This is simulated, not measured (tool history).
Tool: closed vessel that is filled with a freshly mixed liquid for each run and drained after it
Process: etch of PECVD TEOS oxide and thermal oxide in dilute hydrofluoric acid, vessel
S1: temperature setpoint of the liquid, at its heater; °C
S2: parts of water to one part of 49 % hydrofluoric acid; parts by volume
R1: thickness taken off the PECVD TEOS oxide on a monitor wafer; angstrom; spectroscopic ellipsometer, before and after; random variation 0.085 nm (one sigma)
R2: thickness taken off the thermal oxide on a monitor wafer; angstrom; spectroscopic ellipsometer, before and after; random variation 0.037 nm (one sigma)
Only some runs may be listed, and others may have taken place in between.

{"run": 1, "day": 0.0, "S1": 21.0, "S2": 135, "time in the liquid (s)": 60, "R1": 83.251, "R2": 18.245}
{"run": 2, "day": 0.246, "S1": 21.5, "S2": 135, "time in the liquid (s)": 60, "R1": 84.418, "R2": 18.609}
{"run": 3, "day": 0.388, "S1": 22.0, "S2": 135, "time in the liquid (s)": 60, "R1": 87.162, "R2": 19.92}
{"run": 4, "day": 0.671, "S1": 22.0, "S2": 175, "time in the liquid (s)": 60, "R1": 62.964, "R2": 14.992}
{"run": 5, "day": 0.729, "S1": 22.0, "S2": 175, "time in the liquid (s)": 75, "R1": 79.955, "R2": 18.263}
{"run": 6, "day": 0.829, "S1": 22.5, "S2": 175, "time in the liquid (s)": 75, "R1": 81.055, "R2": 19.131}

For run 7, what comes out?
{"run": 7, "day": 0.979, "S1": 22.5, "S2": 170, "time in the liquid (s)": 75, "R1": "?", "R2": "?"}

{"run 7": {"R1": 84.958, "R2": 19.05}}
